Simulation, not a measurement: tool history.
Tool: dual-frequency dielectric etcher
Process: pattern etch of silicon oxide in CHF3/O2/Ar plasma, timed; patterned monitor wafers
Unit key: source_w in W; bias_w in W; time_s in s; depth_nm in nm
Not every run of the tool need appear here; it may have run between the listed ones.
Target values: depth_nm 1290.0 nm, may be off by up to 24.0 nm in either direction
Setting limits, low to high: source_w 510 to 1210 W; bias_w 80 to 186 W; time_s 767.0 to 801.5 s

run  hour  source_w  bias_w  time_s  depth_nm
  1   0.0       860     133   767.0    1555.1
  2   6.5       860     124   767.0    1508.1
  3  11.6       760     122   767.0    1438.3
  4  20.1       690     120   767.0    1391.1
  5  22.6       690     108   767.0    1336.9
  6  24.1       690     108   801.5    1395.6
  7  31.4       640     107   801.5    1347.0
  8  39.5       620     107   801.5    1331.2
  9  46.6       600     107   801.5    1330.7

Consider the 5 candidate settings below. Which is the only one whose results all fall within their allowed miss of target?
  A  53.7       640      99   790.0         ?
  B  53.7       510     104   801.5         ?
  C  53.7       680     119   768.0         ?
  D  53.7       620     110   798.0         ?
  E  53.7       530     108   769.0         ?

move  depth_nm
   A    1289.4
   B    1252.1
   C    1383.6
   D    1351.7
   E    1235.0
A: in spec on every target
B: carries the result that was furthest off beyond its target, to the other side
C: the biggest miss grows against the last run
D: the biggest miss grows against the last run
E: carries the result that was furthest off beyond its target, to the other side
Answer: A
